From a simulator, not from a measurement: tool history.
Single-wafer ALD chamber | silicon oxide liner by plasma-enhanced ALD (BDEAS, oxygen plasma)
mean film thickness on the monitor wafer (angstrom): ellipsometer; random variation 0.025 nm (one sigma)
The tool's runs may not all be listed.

run,hour,heater temperature setpoint (K),number of ALD cycles (cycles),mean film thickness on the monitor wafer (angstrom)
1,0.0,583.15,58,58.092
2,2.3,583.15,57,56.604
3,7.0,577.15,57,56.967
4,9.2,569.15,57,59.032
5,17.1,565.15,57,59.201
6,21.1,565.15,64,66.465
7,28.9,568.15,62,64.293

Run 8 comes next. What will it give?
8,37.4,571.15,60,?

{"run 8": {"mean film thickness on the monitor wafer (angstrom)": 61.029}}

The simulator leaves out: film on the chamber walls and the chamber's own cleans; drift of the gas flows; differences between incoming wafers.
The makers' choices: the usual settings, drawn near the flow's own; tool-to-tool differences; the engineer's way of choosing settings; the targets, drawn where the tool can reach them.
